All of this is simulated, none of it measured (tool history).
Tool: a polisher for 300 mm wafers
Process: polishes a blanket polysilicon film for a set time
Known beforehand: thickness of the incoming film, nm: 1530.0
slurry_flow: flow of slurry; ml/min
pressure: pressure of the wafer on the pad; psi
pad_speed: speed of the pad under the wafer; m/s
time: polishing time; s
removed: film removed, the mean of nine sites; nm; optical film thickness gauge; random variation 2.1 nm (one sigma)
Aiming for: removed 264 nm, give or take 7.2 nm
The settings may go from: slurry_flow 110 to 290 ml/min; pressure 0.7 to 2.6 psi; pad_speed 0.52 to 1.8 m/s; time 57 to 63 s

Run 1, hour 0: slurry_flow 185 ml/min, pressure 1.6 psi, pad_speed 1.16 m/s, time 63 s. Result: removed 358.08 nm.
Run 2, hour 0.8: slurry_flow 180 ml/min, pressure 1.5 psi, pad_speed 1.16 m/s, time 63 s. Result: removed 341.63 nm.
Run 3, hour 4.2: slurry_flow 200 ml/min, pressure 1.5 psi, pad_speed 1.16 m/s, time 63 s. Result: removed 341.98 nm.
Run 4, hour 7.1: slurry_flow 200 ml/min, pressure 1.4 psi, pad_speed 1.16 m/s, time 63 s. Result: removed 327.6 nm.
Run 5, hour 7.7: slurry_flow 200 ml/min, pressure 1.4 psi, pad_speed 1.38 m/s, time 63 s. Result: removed 366.65 nm.
Run 6, hour 16: slurry_flow 200 ml/min, pressure 1.3 psi, pad_speed 1.38 m/s, time 63 s. Result: removed 342.1 nm.
Run 7, hour 21.4: slurry_flow 190 ml/min, pressure 1.1 psi, pad_speed 1.38 m/s, time 63 s. Result: removed 304.58 nm.
Run 8, hour 27.7: slurry_flow 185 ml/min, pressure 1 psi, pad_speed 1.38 m/s, time 63 s. Result: removed 284.84 nm.

Which of these 5 next moves meets every target?
Run A, hour 34: slurry_flow 190 ml/min, pressure 1.2 psi, pad_speed 1.2 m/s, time 59 s. Result: removed ?.
Run B, hour 34: slurry_flow 190 ml/min, pressure 1.1 psi, pad_speed 1.3 m/s, time 57 s. Result: removed ?.
Run C, hour 34: slurry_flow 255 ml/min, pressure 0.8 psi, pad_speed 1.8 m/s, time 60 s. Result: removed ?.
Run D, hour 34: slurry_flow 200 ml/min, pressure 1.1 psi, pad_speed 1.3 m/s, time 60 s. Result: removed ?.
Run E, hour 34: slurry_flow 170 ml/min, pressure 1 psi, pad_speed 1.42 m/s, time 61 s. Result: removed ?.

move  removed
   A   274.39
   B   261.68
   C   286.37
   D    277.5
   E   272.34
A: better than the last run, though not everything is in spec
B: every result within its allowed miss
C: moves away from the targets compared with the last run
D: better than the last run, though not everything is in spec
E: better than the last run, though not everything is in spec
Correct choice: B, which meets every target

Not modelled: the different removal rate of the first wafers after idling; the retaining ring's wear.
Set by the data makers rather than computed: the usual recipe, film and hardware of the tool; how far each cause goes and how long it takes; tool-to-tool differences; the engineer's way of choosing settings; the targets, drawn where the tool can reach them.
